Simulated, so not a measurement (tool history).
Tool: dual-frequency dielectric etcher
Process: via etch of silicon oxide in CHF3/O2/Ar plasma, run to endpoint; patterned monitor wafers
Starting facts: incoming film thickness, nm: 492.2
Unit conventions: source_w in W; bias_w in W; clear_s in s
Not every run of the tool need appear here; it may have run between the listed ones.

run	day	source_w	bias_w	clear_s
1	0.000	510	232	252.33
2	0.054	580	232	238.03
3	0.300	650	232	223.61
4	0.512	650	204	235.81
5	0.562	620	201	240.98
6	0.717	620	182	248.03

Forecast run 7:
7	0.892	600	179	?

{"run 7": {"clear_s": 248.96}}
